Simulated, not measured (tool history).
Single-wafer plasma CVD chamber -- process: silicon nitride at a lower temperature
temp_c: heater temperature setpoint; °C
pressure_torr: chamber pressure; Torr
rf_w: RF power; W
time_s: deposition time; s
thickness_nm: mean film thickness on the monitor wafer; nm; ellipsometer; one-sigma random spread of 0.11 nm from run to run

run    day  temp_c  pressure_torr  rf_w  time_s  thickness_nm
  1  0.000     355           1.43   295    31.9        31.193
  2  0.133     366           1.43   295    31.9        30.997
  3  0.217     357           1.43   295    31.9        30.953
  4  0.429     357           1.43   330    31.9        33.119
  5  0.650     357           1.34   330    31.9        31.989
  6  0.917     357           1.19   315    31.9        29.436
  7  1.079     357           1.09   310    31.9        27.958

Estimate the outcome of run 8 from the log above:
  8  1.100     357           1.02   305    31.9             ?

thickness_nm: 26.646 nm

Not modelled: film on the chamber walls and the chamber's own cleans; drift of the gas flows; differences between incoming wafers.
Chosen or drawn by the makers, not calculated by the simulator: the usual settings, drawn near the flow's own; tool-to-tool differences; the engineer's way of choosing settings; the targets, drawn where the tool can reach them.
